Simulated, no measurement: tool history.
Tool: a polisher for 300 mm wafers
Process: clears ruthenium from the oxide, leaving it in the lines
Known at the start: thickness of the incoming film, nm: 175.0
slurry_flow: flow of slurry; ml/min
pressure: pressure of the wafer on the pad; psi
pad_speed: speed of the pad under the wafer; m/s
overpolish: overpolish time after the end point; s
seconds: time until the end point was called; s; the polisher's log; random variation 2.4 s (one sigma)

{"run": 1, "hour": 0.0, "slurry_flow": 320, "pressure": 2.2, "pad_speed": 0.86, "overpolish": 34, "seconds": 146.81}
{"run": 2, "hour": 2.7, "slurry_flow": 320, "pressure": 2.2, "pad_speed": 0.86, "overpolish": 34, "seconds": 143.99}
{"run": 3, "hour": 5.4, "slurry_flow": 320, "pressure": 2.1, "pad_speed": 0.86, "overpolish": 34, "seconds": 148.56}
{"run": 4, "hour": 10.8, "slurry_flow": 320, "pressure": 2.1, "pad_speed": 1, "overpolish": 34, "seconds": 125.2}
{"run": 5, "hour": 13.9, "slurry_flow": 320, "pressure": 1.9, "pad_speed": 1, "overpolish": 34, "seconds": 135.52}
{"run": 6, "hour": 14.9, "slurry_flow": 320, "pressure": 1.7, "pad_speed": 1, "overpolish": 34, "seconds": 141.75}
{"run": 7, "hour": 18.3, "slurry_flow": 320, "pressure": 1.6, "pad_speed": 1, "overpolish": 34, "seconds": 147.84}
{"run": 8, "hour": 23.7, "slurry_flow": 320, "pressure": 1.5, "pad_speed": 1, "overpolish": 34, "seconds": 155.74}

Forecast run 9:
{"run": 9, "hour": 28.1, "slurry_flow": 320, "pressure": 1.4, "pad_speed": 1, "overpolish": 34, "seconds": "?"}

{"run 9": {"seconds": 160.3}}

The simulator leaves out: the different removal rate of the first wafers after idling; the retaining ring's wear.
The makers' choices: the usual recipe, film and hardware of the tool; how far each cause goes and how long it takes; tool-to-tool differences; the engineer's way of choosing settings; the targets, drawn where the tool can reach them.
